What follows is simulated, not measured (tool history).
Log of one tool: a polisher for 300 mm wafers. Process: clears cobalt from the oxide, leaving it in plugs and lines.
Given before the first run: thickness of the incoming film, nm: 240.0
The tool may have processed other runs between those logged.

| run | day | flow of slurry (ml/min) | pressure of the wafer on the pad (kPa) | speed of the pad under the wafer (cm/s) | overpolish time after the end point (s) | time until the end point was called (s) | dishing of a wide line in a test structure (angstrom) |
|---|---|---|---|---|---|---|---|
| 1 | 0 | 145 | 15.2 | 122 | 19 | 38.092 | 584.27 |
| 2 | 0.242 | 125 | 15.2 | 122 | 19 | 37.642 | 583.39 |
| 3 | 0.288 | 125 | 17.2 | 122 | 19 | 34.004 | 598.22 |
| 4 | 0.658 | 125 | 17.2 | 110 | 19 | 37.191 | 580.82 |
| 5 | 1.008 | 125 | 18.6 | 110 | 19 | 34.499 | 591.11 |
| 6 | 1.275 | 125 | 18.6 | 110 | 17 | 34.564 | 573.62 |
| 7 | 1.462 | 120 | 19.3 | 108 | 15 | 33.689 | 549.02 |

What will run 8 give?
| 8 | 1.742 | 125 | 20 | 106 | 6 | ? | ? |

time until the end point was called (s): 33.191
dishing of a wide line in a test structure (angstrom): 315.63

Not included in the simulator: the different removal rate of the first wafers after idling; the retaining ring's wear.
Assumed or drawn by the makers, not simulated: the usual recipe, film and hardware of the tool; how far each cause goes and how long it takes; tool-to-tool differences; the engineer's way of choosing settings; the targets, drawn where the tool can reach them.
